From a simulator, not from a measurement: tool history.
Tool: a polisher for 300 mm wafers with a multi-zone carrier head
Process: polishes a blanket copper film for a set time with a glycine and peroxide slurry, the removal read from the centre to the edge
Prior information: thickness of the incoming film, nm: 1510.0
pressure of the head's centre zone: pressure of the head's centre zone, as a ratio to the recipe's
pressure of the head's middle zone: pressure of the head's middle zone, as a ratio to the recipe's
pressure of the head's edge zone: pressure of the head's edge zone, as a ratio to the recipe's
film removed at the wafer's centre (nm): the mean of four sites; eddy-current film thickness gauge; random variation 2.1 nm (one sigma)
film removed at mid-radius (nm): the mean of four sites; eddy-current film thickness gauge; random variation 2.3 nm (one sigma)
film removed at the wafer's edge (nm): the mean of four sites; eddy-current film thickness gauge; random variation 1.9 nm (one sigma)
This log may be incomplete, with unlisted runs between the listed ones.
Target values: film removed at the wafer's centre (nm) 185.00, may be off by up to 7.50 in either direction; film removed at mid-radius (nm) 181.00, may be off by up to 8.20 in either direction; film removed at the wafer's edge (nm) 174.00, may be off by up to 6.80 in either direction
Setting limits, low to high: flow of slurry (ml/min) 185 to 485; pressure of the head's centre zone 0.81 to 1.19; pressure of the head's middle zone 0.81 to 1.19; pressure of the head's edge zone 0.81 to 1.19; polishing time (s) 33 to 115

run	hour	flow of slurry (ml/min)	pressure of the head's centre zone	pressure of the head's middle zone	pressure of the head's edge zone	polishing time (s)	film removed at the wafer's centre (nm)	film removed at mid-radius (nm)	film removed at the wafer's edge (nm)
1	0.0	310	1.00	1.00	1.00	73	270.30	266.44	264.65
2	7.4	310	1.00	0.99	0.98	67	250.33	244.95	238.13
3	11.6	310	0.98	0.97	0.96	63	229.61	226.68	229.55
4	12.3	310	1.06	0.97	0.96	63	245.89	222.13	227.60
5	16.5	310	1.05	0.98	0.95	59	228.91	218.57	210.37
6	24.8	310	1.04	0.97	0.94	56	218.95	203.33	202.20
7	27.0	310	1.03	0.97	0.93	54	208.90	199.97	192.89
8	31.8	305	1.02	0.96	0.91	53	201.67	193.07	190.33
9	40.3	305	1.01	0.98	0.86	46	172.55	163.88	155.28
10	43.7	310	1.01	0.98	0.88	46	168.34	165.27	159.22
11	49.2	310	1.02	0.99	0.90	46	176.30	171.01	159.87
12	51.9	310	1.02	0.99	0.92	46	174.37	168.59	162.90
13	56.0	310	1.02	0.99	0.93	47	177.65	176.43	165.08
14	61.7	310	1.02	0.98	0.94	47	181.45	170.29	170.48

Consider the 4 candidate settings below. Which is the only one whose results all fall within their allowed miss of target?
A	67.4	315	1.09	0.88	0.94	47	?	?	?
B	67.4	210	1.04	0.95	0.94	47	?	?	?
C	67.4	315	1.01	1.00	0.95	49	?	?	?
D	67.4	365	1.01	0.94	1.03	46	?	?	?

move	film removed at the wafer's centre (nm)	film removed at mid-radius (nm)	film removed at the wafer's edge (nm)
A	191.92	152.90	166.80
B	174.64	156.15	161.33
C	185.46	177.45	174.49
D	176.38	160.07	172.03
A: further off than the last run
B: further off than the last run
C: hits every target within its allowed miss
D: further off than the last run
Move C is the one to make.
